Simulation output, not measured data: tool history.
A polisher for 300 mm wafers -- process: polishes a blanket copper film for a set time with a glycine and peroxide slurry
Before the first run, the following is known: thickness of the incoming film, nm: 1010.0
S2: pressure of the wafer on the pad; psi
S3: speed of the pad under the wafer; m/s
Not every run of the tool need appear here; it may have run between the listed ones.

Run 1, hour 0: flow of slurry (ml/min) 135, S2 3.4 psi, S3 1.3 m/s, polishing time (s) 56. Result: film removed (angstrom) 5495.1.
Run 2, hour 6.1: flow of slurry (ml/min) 135, S2 3.4 psi, S3 1.3 m/s, polishing time (s) 59. Result: film removed (angstrom) 5806.1.
Run 3, hour 9.6: flow of slurry (ml/min) 130, S2 2.9 psi, S3 1.28 m/s, polishing time (s) 59. Result: film removed (angstrom) 5199.2.
Run 4, hour 15.8: flow of slurry (ml/min) 130, S2 2.6 psi, S3 1.22 m/s, polishing time (s) 59. Result: film removed (angstrom) 4605.8.
Run 5, hour 20.9: flow of slurry (ml/min) 130, S2 2.3 psi, S3 1.18 m/s, polishing time (s) 59. Result: film removed (angstrom) 4186.
Run 6, hour 29: flow of slurry (ml/min) 130, S2 2.1 psi, S3 1.16 m/s, polishing time (s) 59. Result: film removed (angstrom) 3945.
Run 7, hour 30.4: flow of slurry (ml/min) 125, S2 2 psi, S3 1.14 m/s, polishing time (s) 59. Result: film removed (angstrom) 3787.8.

The next listed run, before its measurement:
Run 8, hour 32.2: flow of slurry (ml/min) 125, S2 1.9 psi, S3 1.12 m/s, polishing time (s) 59. Result: film removed (angstrom) ?.

{"run 8": {"film removed (angstrom)": 3597.9}}
